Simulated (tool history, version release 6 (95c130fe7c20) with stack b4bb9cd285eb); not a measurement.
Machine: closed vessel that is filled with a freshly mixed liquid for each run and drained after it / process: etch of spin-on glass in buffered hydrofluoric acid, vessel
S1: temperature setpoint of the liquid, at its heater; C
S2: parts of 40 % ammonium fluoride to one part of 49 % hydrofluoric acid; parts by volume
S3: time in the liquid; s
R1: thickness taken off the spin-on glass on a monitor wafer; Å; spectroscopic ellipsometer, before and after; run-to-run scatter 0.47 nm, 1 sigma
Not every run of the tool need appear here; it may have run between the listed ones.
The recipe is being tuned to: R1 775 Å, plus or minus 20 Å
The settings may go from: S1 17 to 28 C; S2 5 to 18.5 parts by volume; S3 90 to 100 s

run  hour    S1    S2   S3      R1
  1     0    20  11.5   90  1338.4
  2     8    20   9.5   90  1585.5
  3  13.1    20   9.5  100  1762.8
  4  17.3    20   6.5  100  2547.3
  5  20.8  21.5   6.5  100  2770.3
  6  27.7  21.5     5  100  3444.4
  7  32.2    20     8  100    2087
  8  34.6    19    10  100  1625.8
  9  39.1  18.5    12  100  1330.6
 10  47.7    18  13.5  100  1156.9
 11    55    17    17  100  857.21
 12  63.8    17  17.5  100  844.69
 13  72.4    17    18  100  812.44

5 candidate next runs follow, results not yet known. Just one meets every target within its allowed miss. Identify it.
  A    81    17    18   90   ?
  B    81  17.5  17.5   95   ?
  C    81    17  17.5  100   ?
  D    81    17    17   95   ?
  E    81  17.5  18.5   95   ?

move      R1
   A  729.56
   B  814.77
   C   833.5
   D  814.81
   E  771.25
A: takes the biggest miss from the last run beyond its target
B: the biggest miss grows against the last run
C: the biggest miss grows against the last run
D: the biggest miss grows against the last run
E: all results land within tolerance of their targets
So the answer is move E, the one that meets all the targets.
